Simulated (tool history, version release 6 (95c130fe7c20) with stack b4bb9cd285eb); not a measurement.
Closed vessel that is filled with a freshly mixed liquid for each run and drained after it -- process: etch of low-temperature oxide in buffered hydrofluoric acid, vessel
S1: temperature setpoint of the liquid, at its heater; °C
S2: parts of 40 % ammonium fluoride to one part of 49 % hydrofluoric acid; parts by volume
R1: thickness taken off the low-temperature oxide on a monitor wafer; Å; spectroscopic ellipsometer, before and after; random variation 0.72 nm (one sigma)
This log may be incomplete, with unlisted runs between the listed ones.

run 1 day=0.000 | S1=22.0 S2=14.5 time_in_the_liquid_(s)=105 | R1=3026.7
run 2 day=0.175 | S1=25.5 S2=14.5 time_in_the_liquid_(s)=105 | R1=3648.0
run 3 day=0.217 | S1=23.0 S2=16.0 time_in_the_liquid_(s)=105 | R1=2901.1
run 4 day=0.275 | S1=23.0 S2=16.0 time_in_the_liquid_(s)=105 | R1=2886.1
run 5 day=0.500 | S1=25.5 S2=16.0 time_in_the_liquid_(s)=105 | R1=3324.0
run 6 day=0.704 | S1=23.0 S2=17.0 time_in_the_liquid_(s)=105 | R1=2723.5
run 7 day=0.996 | S1=21.0 S2=17.5 time_in_the_liquid_(s)=105 | R1=2372.3
run 8 day=1.242 | S1=20.0 S2=18.0 time_in_the_liquid_(s)=105 | R1=2172.2

Expected results for the next run?
run 9 day=1.525 | S1=20.0 S2=18.0 time_in_the_liquid_(s)=105 | R1=?

Run 9 gave R1 2184.8 Å.

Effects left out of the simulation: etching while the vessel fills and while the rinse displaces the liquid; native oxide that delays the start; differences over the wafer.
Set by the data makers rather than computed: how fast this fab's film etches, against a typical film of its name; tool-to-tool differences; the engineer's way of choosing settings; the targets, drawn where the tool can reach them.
